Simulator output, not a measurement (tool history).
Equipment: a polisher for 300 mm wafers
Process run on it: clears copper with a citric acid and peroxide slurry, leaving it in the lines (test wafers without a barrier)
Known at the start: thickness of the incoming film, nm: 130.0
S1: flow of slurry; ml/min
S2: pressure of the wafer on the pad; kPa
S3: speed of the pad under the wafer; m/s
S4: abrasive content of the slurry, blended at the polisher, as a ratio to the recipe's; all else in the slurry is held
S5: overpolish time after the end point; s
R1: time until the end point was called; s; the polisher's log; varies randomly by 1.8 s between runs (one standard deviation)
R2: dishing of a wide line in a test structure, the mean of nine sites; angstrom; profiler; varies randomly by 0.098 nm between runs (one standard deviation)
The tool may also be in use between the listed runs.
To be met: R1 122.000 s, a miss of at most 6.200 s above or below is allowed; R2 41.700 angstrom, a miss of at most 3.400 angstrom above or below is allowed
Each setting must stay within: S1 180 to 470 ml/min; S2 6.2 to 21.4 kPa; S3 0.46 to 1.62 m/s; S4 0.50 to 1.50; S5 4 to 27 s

Run 1, day 0.000: S1 300 ml/min, S2 13.8 kPa, S3 1.04 m/s, S4 1.00, S5 14 s. Result: R1 90.416 s, R2 149.750 angstrom.
Run 2, day 0.117: S1 300 ml/min, S2 13.8 kPa, S3 1.04 m/s, S4 1.00, S5 9 s. Result: R1 88.042 s, R2 99.796 angstrom.
Run 3, day 0.329: S1 300 ml/min, S2 13.8 kPa, S3 0.90 m/s, S4 1.00, S5 9 s. Result: R1 98.434 s, R2 88.872 angstrom.
Run 4, day 0.679: S1 300 ml/min, S2 13.8 kPa, S3 0.90 m/s, S4 1.00, S5 14 s. Result: R1 98.758 s, R2 137.400 angstrom.
Run 5, day 0.792: S1 300 ml/min, S2 13.8 kPa, S3 0.90 m/s, S4 1.00, S5 18 s. Result: R1 98.713 s, R2 165.350 angstrom.
Run 6, day 1.067: S1 300 ml/min, S2 13.8 kPa, S3 0.90 m/s, S4 1.00, S5 14 s. Result: R1 97.160 s, R2 136.810 angstrom.
Run 7, day 1.296: S1 300 ml/min, S2 13.1 kPa, S3 0.92 m/s, S4 1.00, S5 12 s. Result: R1 100.070 s, R2 114.210 angstrom.
Run 8, day 1.562: S1 285 ml/min, S2 13.8 kPa, S3 0.84 m/s, S4 0.90, S5 10 s. Result: R1 106.670 s, R2 91.335 angstrom.
Run 9, day 1.812: S1 310 ml/min, S2 13.1 kPa, S3 0.78 m/s, S4 1.00, S5 9 s. Result: R1 115.890 s, R2 75.460 angstrom.
Run 10, day 1.996: S1 340 ml/min, S2 13.1 kPa, S3 0.76 m/s, S4 1.10, S5 8 s. Result: R1 111.000 s, R2 69.789 angstrom.
Run 11, day 2.062: S1 360 ml/min, S2 12.4 kPa, S3 0.74 m/s, S4 1.15, S5 7 s. Result: R1 120.190 s, R2 57.712 angstrom.
Run 12, day 2.138: S1 370 ml/min, S2 12.4 kPa, S3 0.74 m/s, S4 1.20, S5 6 s. Result: R1 119.450 s, R2 53.011 angstrom.
Run 13, day 2.450: S1 380 ml/min, S2 12.4 kPa, S3 0.74 m/s, S4 1.20, S5 6 s. Result: R1 116.550 s, R2 52.329 angstrom.
Run 14, day 2.588: S1 380 ml/min, S2 12.4 kPa, S3 0.74 m/s, S4 1.20, S5 6 s. Result: R1 118.380 s, R2 50.418 angstrom.
Run 15, day 2.900: S1 385 ml/min, S2 12.4 kPa, S3 0.74 m/s, S4 1.20, S5 6 s. Result: R1 117.380 s, R2 51.794 angstrom.
Run 16, day 3.229: S1 390 ml/min, S2 12.4 kPa, S3 0.74 m/s, S4 1.20, S5 6 s. Result: R1 117.810 s, R2 50.016 angstrom.
Run 17, day 3.450: S1 425 ml/min, S2 11.7 kPa, S3 0.74 m/s, S4 1.20, S5 4 s. Result: R1 123.350 s, R2 32.761 angstrom.
Run 18, day 3.592: S1 415 ml/min, S2 11.7 kPa, S3 0.74 m/s, S4 1.20, S5 4 s. Result: R1 124.420 s, R2 32.481 angstrom.
Run 19, day 3.892: S1 405 ml/min, S2 11.7 kPa, S3 0.74 m/s, S4 1.20, S5 4 s. Result: R1 123.900 s, R2 32.082 angstrom.
Run 20, day 4.096: S1 395 ml/min, S2 11.7 kPa, S3 0.74 m/s, S4 1.20, S5 4 s. Result: R1 125.120 s, R2 32.491 angstrom.
Run 21, day 4.138: S1 385 ml/min, S2 11.7 kPa, S3 0.74 m/s, S4 1.20, S5 4 s. Result: R1 121.930 s, R2 32.500 angstrom.
Run 22, day 4.467: S1 385 ml/min, S2 11.7 kPa, S3 0.72 m/s, S4 1.20, S5 4 s. Result: R1 126.460 s, R2 31.805 angstrom.
Run 23, day 4.554: S1 385 ml/min, S2 11.7 kPa, S3 0.72 m/s, S4 1.20, S5 4 s. Result: R1 125.930 s, R2 32.274 angstrom.

Which single option among these 4 for the next run brings every result within its allowed miss of target? Just one does.
Run A, day 4.642: S1 395 ml/min, S2 12.4 kPa, S3 0.66 m/s, S4 1.30, S5 6 s. Result: R1 ?, R2 ?.
Run B, day 4.642: S1 440 ml/min, S2 12.4 kPa, S3 0.74 m/s, S4 1.15, S5 6 s. Result: R1 ?, R2 ?.
Run C, day 4.642: S1 395 ml/min, S2 11.7 kPa, S3 0.74 m/s, S4 1.25, S5 5 s. Result: R1 ?, R2 ?.
Run D, day 4.642: S1 350 ml/min, S2 13.1 kPa, S3 0.56 m/s, S4 1.20, S5 7 s. Result: R1 ?, R2 ?.

move       R1      R2
   A  124.070  49.049
   B  117.690  51.614
   C  123.160  41.368
   D  132.810  53.335
A: pushes the last run's worst result past its target
B: pushes the last run's worst result past its target
C: every result lands within tolerance
D: pushes the last run's worst result past its target
So the answer is move C, the one that meets all the targets.

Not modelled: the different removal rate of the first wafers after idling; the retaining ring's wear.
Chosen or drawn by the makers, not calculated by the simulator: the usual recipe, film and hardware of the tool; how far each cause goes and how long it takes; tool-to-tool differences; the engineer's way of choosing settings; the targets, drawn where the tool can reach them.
